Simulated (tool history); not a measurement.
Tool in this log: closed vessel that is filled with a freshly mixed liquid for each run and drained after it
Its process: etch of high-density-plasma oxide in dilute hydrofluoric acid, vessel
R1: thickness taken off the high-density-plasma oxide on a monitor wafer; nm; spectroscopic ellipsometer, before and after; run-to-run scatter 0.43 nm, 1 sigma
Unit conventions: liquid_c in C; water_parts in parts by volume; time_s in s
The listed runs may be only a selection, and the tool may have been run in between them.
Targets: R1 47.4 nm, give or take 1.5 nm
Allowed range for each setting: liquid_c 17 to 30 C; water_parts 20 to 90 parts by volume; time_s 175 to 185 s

Run 1, hour 0: liquid_c 22 C, water_parts 50 parts by volume, time_s 175 s. Result: R1 25.039 nm.
Run 2, hour 5.8: liquid_c 24 C, water_parts 45 parts by volume, time_s 175 s. Result: R1 30.34 nm.
Run 3, hour 7.4: liquid_c 25.5 C, water_parts 40 parts by volume, time_s 175 s. Result: R1 36.939 nm.
Run 4, hour 10.7: liquid_c 23.5 C, water_parts 40 parts by volume, time_s 175 s. Result: R1 34.279 nm.
Run 5, hour 19.6: liquid_c 23.5 C, water_parts 55 parts by volume, time_s 175 s. Result: R1 24.218 nm.
Run 6, hour 25.7: liquid_c 23.5 C, water_parts 55 parts by volume, time_s 175 s. Result: R1 24.399 nm.
Run 7, hour 33.5: liquid_c 25 C, water_parts 50 parts by volume, time_s 175 s. Result: R1 29.002 nm.
Run 8, hour 35.6: liquid_c 26 C, water_parts 45 parts by volume, time_s 175 s. Result: R1 32.797 nm.
Run 9, hour 36.6: liquid_c 27 C, water_parts 40 parts by volume, time_s 175 s. Result: R1 39.176 nm.
Run 10, hour 44.9: liquid_c 27.5 C, water_parts 40 parts by volume, time_s 175 s. Result: R1 39.744 nm.
Run 11, hour 49.6: liquid_c 28 C, water_parts 40 parts by volume, time_s 175 s. Result: R1 40.971 nm.
Run 12, hour 52.5: liquid_c 28.5 C, water_parts 40 parts by volume, time_s 175 s. Result: R1 41.947 nm.
Run 13, hour 59.3: liquid_c 29 C, water_parts 40 parts by volume, time_s 175 s. Result: R1 43.158 nm.
Run 14, hour 61: liquid_c 30 C, water_parts 35 parts by volume, time_s 175 s. Result: R1 51.852 nm.
Run 15, hour 69.3: liquid_c 29.5 C, water_parts 35 parts by volume, time_s 175 s. Result: R1 49.958 nm.

Which of these 5 next moves meets every target?
Run A, hour 77.6: liquid_c 28 C, water_parts 35 parts by volume, time_s 185 s. Result: R1 ?.
Run B, hour 77.6: liquid_c 26.5 C, water_parts 30 parts by volume, time_s 175 s. Result: R1 ?.
Run C, hour 77.6: liquid_c 30 C, water_parts 40 parts by volume, time_s 175 s. Result: R1 ?.
Run D, hour 77.6: liquid_c 29.5 C, water_parts 40 parts by volume, time_s 175 s. Result: R1 ?.
Run E, hour 77.6: liquid_c 28 C, water_parts 35 parts by volume, time_s 175 s. Result: R1 ?.

move      R1
   A  50.583
   B    52.9
   C  45.013
   D  44.128
   E  47.849
A: further off than the last run
B: further off than the last run
C: moves the result that the last run missed by most past its target, out the other side
D: moves the result that the last run missed by most past its target, out the other side
E: each result inside its tolerance
Correct choice: E, which meets every target

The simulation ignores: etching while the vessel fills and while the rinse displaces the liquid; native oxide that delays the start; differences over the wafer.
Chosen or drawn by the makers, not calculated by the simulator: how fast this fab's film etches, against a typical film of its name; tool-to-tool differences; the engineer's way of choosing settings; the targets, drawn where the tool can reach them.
